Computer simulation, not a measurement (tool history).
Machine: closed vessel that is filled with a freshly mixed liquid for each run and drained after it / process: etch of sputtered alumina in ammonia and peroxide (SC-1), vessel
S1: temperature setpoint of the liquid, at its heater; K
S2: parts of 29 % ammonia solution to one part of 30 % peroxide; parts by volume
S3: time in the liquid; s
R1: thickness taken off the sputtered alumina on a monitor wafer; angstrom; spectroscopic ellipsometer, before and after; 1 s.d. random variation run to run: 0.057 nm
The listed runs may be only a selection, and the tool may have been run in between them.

{"run": 1, "hour": 0.0, "S1": 319.15, "S2": 0.5, "S3": 275, "R1": 166.71}
{"run": 2, "hour": 5.7, "S1": 320.15, "S2": 0.5, "S3": 275, "R1": 175.7}
{"run": 3, "hour": 15.2, "S1": 320.65, "S2": 0.5, "S3": 275, "R1": 180.81}
{"run": 4, "hour": 21.6, "S1": 326.15, "S2": 0.5, "S3": 275, "R1": 243.92}
{"run": 5, "hour": 27.5, "S1": 325.65, "S2": 0.5, "S3": 275, "R1": 238.63}
{"run": 6, "hour": 36.2, "S1": 325.65, "S2": 0.5, "S3": 165, "R1": 142.52}
{"run": 7, "hour": 42.7, "S1": 325.65, "S2": 0.5, "S3": 165, "R1": 142.34}
{"run": 8, "hour": 50.2, "S1": 326.65, "S2": 0.5, "S3": 165, "R1": 150.95}
{"run": 9, "hour": 52.8, "S1": 327.65, "S2": 0.5, "S3": 165, "R1": 158.48}

Run 10 is up next; what results do you expect?
{"run": 10, "hour": 56.4, "S1": 328.15, "S2": 0.5, "S3": 165, "R1": "?"}

R1: 163.80 angstrom

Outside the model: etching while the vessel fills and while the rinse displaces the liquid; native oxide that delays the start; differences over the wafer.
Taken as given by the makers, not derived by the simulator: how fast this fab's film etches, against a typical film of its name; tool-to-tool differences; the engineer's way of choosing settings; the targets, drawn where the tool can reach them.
